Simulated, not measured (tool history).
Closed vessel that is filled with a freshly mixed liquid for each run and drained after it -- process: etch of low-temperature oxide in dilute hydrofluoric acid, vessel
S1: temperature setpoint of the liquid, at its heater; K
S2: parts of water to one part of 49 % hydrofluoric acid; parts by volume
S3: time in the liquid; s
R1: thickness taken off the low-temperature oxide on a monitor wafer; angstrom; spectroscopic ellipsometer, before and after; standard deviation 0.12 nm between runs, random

Run 1, hour 0.0: S1 294.15 K, S2 195 parts by volume, S3 335 s. Result: R1 200.88 angstrom.
Run 2, hour 1.7: S1 294.15 K, S2 250 parts by volume, S3 335 s. Result: R1 150.19 angstrom.
Run 3, hour 3.3: S1 294.15 K, S2 205 parts by volume, S3 335 s. Result: R1 194.73 angstrom.
Run 4, hour 10.3: S1 294.15 K, S2 260 parts by volume, S3 335 s. Result: R1 142.54 angstrom.
Run 5, hour 19.1: S1 292.15 K, S2 260 parts by volume, S3 335 s. Result: R1 129.92 angstrom.
Run 6, hour 27.8: S1 292.15 K, S2 210 parts by volume, S3 335 s. Result: R1 172.10 angstrom.
Run 7, hour 32.2: S1 291.65 K, S2 220 parts by volume, S3 335 s. Result: R1 159.91 angstrom.

Run 8 is up next; what results do you expect?
Run 8, hour 40.7: S1 291.15 K, S2 230 parts by volume, S3 335 s. Result: R1 ?.

R1: 149.38 angstrom
